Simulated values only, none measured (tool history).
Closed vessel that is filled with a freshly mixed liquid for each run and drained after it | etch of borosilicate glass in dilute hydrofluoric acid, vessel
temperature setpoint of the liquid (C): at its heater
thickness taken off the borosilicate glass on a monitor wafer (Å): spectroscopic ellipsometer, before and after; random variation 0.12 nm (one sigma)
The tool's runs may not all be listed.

run,day,temperature setpoint of the liquid (C),parts of water to one part of 49 % hydrofluoric acid (parts by volume),time in the liquid (s),thickness taken off the borosilicate glass on a monitor wafer (Å)
1,0.000,23.0,110,110,206.55
2,0.171,25.0,110,110,218.85
3,0.250,23.0,120,110,186.19
4,0.404,23.0,120,115,194.50
5,0.512,21.5,125,115,176.06
6,0.900,20.5,130,115,159.99
7,1.150,19.5,130,115,150.75
8,1.304,19.0,130,115,147.45
9,1.646,19.0,130,115,150.76
10,1.846,18.5,130,115,145.70

Run 11 comes next. What will it give?
11,2.146,18.0,130,115,?

thickness taken off the borosilicate glass on a monitor wafer (Å): 145.41
